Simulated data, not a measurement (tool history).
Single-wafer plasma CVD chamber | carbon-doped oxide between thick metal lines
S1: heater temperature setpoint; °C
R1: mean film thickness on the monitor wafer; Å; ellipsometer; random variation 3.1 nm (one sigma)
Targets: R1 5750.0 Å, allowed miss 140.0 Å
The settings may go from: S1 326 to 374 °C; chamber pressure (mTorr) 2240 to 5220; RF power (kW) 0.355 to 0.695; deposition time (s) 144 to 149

run 1 day=0.000 | S1=350 chamber_pressure_(mTorr)=3730 RF_power_(kW)=0.525 deposition_time_(s)=144 | R1=6583.9
run 2 day=0.338 | S1=350 chamber_pressure_(mTorr)=3730 RF_power_(kW)=0.560 deposition_time_(s)=144 | R1=6932.2
run 3 day=0.467 | S1=350 chamber_pressure_(mTorr)=3730 RF_power_(kW)=0.510 deposition_time_(s)=144 | R1=6483.5
run 4 day=0.725 | S1=350 chamber_pressure_(mTorr)=3420 RF_power_(kW)=0.510 deposition_time_(s)=144 | R1=6359.3
run 5 day=0.929 | S1=350 chamber_pressure_(mTorr)=3420 RF_power_(kW)=0.510 deposition_time_(s)=149 | R1=6581.3
run 6 day=1.125 | S1=350 chamber_pressure_(mTorr)=3420 RF_power_(kW)=0.480 deposition_time_(s)=149 | R1=6270.8
run 7 day=1.304 | S1=351 chamber_pressure_(mTorr)=3210 RF_power_(kW)=0.470 deposition_time_(s)=149 | R1=6053.0
run 8 day=1.367 | S1=353 chamber_pressure_(mTorr)=3110 RF_power_(kW)=0.470 deposition_time_(s)=149 | R1=6007.5
run 9 day=1.433 | S1=356 chamber_pressure_(mTorr)=2820 RF_power_(kW)=0.440 deposition_time_(s)=149 | R1=5588.3
run 10 day=1.738 | S1=355 chamber_pressure_(mTorr)=2880 RF_power_(kW)=0.440 deposition_time_(s)=149 | R1=5528.5
run 11 day=1.896 | S1=355 chamber_pressure_(mTorr)=2880 RF_power_(kW)=0.440 deposition_time_(s)=149 | R1=5562.4

5 next moves are on the table. One of them brings every result within its allowed miss. Which?
run A day=2.054 | S1=353 chamber_pressure_(mTorr)=2510 RF_power_(kW)=0.435 deposition_time_(s)=144 | R1=?
run B day=2.054 | S1=357 chamber_pressure_(mTorr)=2880 RF_power_(kW)=0.435 deposition_time_(s)=147 | R1=?
run C day=2.054 | S1=363 chamber_pressure_(mTorr)=2480 RF_power_(kW)=0.470 deposition_time_(s)=149 | R1=?
run D day=2.054 | S1=352 chamber_pressure_(mTorr)=2950 RF_power_(kW)=0.430 deposition_time_(s)=144 | R1=?
run E day=2.054 | S1=366 chamber_pressure_(mTorr)=2580 RF_power_(kW)=0.455 deposition_time_(s)=144 | R1=?

move=A R1=5318.1
move=B R1=5446.2
move=C R1=5743.5
move=D R1=5366.7
move=E R1=5375.5
A: further off than the last run
B: further off than the last run
C: meets every target
D: further off than the last run
E: further off than the last run
The right move is C.

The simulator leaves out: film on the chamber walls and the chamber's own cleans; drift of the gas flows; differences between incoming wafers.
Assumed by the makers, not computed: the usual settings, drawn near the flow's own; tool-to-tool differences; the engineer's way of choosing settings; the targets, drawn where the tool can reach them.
